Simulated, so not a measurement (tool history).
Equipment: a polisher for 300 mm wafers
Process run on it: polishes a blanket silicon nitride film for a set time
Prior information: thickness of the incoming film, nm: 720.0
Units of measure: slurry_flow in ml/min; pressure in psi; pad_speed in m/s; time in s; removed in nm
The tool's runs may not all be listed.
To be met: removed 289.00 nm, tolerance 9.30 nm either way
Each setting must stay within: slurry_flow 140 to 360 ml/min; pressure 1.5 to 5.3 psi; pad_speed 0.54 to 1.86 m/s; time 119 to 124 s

Run 1, hour 0.0: slurry_flow 230 ml/min, pressure 3.4 psi, pad_speed 1.18 m/s, time 119 s. Result: removed 200.50 nm.
Run 2, hour 5.8: slurry_flow 275 ml/min, pressure 3.4 psi, pad_speed 1.18 m/s, time 119 s. Result: removed 202.07 nm.
Run 3, hour 8.4: slurry_flow 225 ml/min, pressure 3.4 psi, pad_speed 1.18 m/s, time 119 s. Result: removed 202.21 nm.
Run 4, hour 12.4: slurry_flow 225 ml/min, pressure 3.7 psi, pad_speed 1.18 m/s, time 119 s. Result: removed 214.12 nm.
Run 5, hour 18.0: slurry_flow 225 ml/min, pressure 4.0 psi, pad_speed 1.18 m/s, time 119 s. Result: removed 224.60 nm.
Run 6, hour 18.7: slurry_flow 225 ml/min, pressure 4.3 psi, pad_speed 1.18 m/s, time 119 s. Result: removed 237.92 nm.
Run 7, hour 23.6: slurry_flow 225 ml/min, pressure 4.5 psi, pad_speed 1.18 m/s, time 119 s. Result: removed 248.81 nm.
Run 8, hour 26.6: slurry_flow 225 ml/min, pressure 4.7 psi, pad_speed 1.18 m/s, time 119 s. Result: removed 252.90 nm.
Run 9, hour 34.8: slurry_flow 225 ml/min, pressure 4.8 psi, pad_speed 1.20 m/s, time 119 s. Result: removed 258.31 nm.

Which single option among these 4 for the next run brings every result within its allowed miss of target? Just one does.
Run A, hour 43.0: slurry_flow 215 ml/min, pressure 4.9 psi, pad_speed 1.38 m/s, time 124 s. Result: removed ?.
Run B, hour 43.0: slurry_flow 255 ml/min, pressure 5.2 psi, pad_speed 1.28 m/s, time 124 s. Result: removed ?.
Run C, hour 43.0: slurry_flow 205 ml/min, pressure 4.0 psi, pad_speed 1.24 m/s, time 119 s. Result: removed ?.
Run D, hour 43.0: slurry_flow 195 ml/min, pressure 4.5 psi, pad_speed 1.42 m/s, time 124 s. Result: removed ?.

move  removed
   A   303.95
   B   306.78
   C   229.03
   D   287.16
A: the result that was furthest off in the last run now lies on the other side of its target
B: the result that was furthest off in the last run now lies on the other side of its target
C: lands further from the targets than the last run did
D: all results land within tolerance of their targets
Answer: D
